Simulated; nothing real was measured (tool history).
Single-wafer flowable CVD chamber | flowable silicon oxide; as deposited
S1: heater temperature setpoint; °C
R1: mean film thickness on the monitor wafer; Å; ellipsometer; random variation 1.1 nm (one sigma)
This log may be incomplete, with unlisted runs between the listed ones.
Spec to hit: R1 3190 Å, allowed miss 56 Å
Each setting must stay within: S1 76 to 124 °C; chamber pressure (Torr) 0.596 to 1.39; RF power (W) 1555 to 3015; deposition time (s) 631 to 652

run 1 day=0 | S1=100 chamber_pressure_(Torr)=0.993 RF_power_(W)=2285 deposition_time_(s)=631 | R1=4899.8
run 2 day=0.258 | S1=100 chamber_pressure_(Torr)=0.993 RF_power_(W)=2050 deposition_time_(s)=631 | R1=4831.3
run 3 day=0.542 | S1=100 chamber_pressure_(Torr)=1.11 RF_power_(W)=2050 deposition_time_(s)=631 | R1=5392.8
run 4 day=0.592 | S1=89 chamber_pressure_(Torr)=1.11 RF_power_(W)=2050 deposition_time_(s)=631 | R1=7790.4
run 5 day=0.625 | S1=89 chamber_pressure_(Torr)=1.11 RF_power_(W)=2250 deposition_time_(s)=631 | R1=7849.8
run 6 day=0.688 | S1=89 chamber_pressure_(Torr)=1.209 RF_power_(W)=2250 deposition_time_(s)=631 | R1=8523.4
run 7 day=0.779 | S1=93 chamber_pressure_(Torr)=1.208 RF_power_(W)=2250 deposition_time_(s)=631 | R1=7402.7
run 8 day=1.15 | S1=105 chamber_pressure_(Torr)=1.203 RF_power_(W)=2250 deposition_time_(s)=631 | R1=4915.6
run 9 day=1.329 | S1=107 chamber_pressure_(Torr)=1.203 RF_power_(W)=2250 deposition_time_(s)=631 | R1=4615.9
run 10 day=1.462 | S1=109 chamber_pressure_(Torr)=1.203 RF_power_(W)=2250 deposition_time_(s)=631 | R1=4282.4
run 11 day=1.646 | S1=110 chamber_pressure_(Torr)=1.203 RF_power_(W)=2250 deposition_time_(s)=631 | R1=4139.9
run 12 day=1.992 | S1=119 chamber_pressure_(Torr)=1.202 RF_power_(W)=2250 deposition_time_(s)=631 | R1=3116.3

Exercise: of the 4 proposed moves below, exactly one satisfies all targets within the stated allowed misses. Which move is it?
run A day=2.338 | S1=114 chamber_pressure_(Torr)=1.011 RF_power_(W)=2230 deposition_time_(s)=631 | R1=?
run B day=2.338 | S1=112 chamber_pressure_(Torr)=0.945 RF_power_(W)=2445 deposition_time_(s)=638 | R1=?
run C day=2.338 | S1=121 chamber_pressure_(Torr)=1.213 RF_power_(W)=2075 deposition_time_(s)=652 | R1=?
run D day=2.338 | S1=122 chamber_pressure_(Torr)=1.256 RF_power_(W)=2345 deposition_time_(s)=646 | R1=?

move=A R1=3114.5
move=B R1=3179.7
move=C R1=3042.3
move=D R1=3076.4
A: as far off as the last run
B: hits every target within its allowed miss
C: the biggest miss grows against the last run
D: the biggest miss grows against the last run
Move B is the one to make.
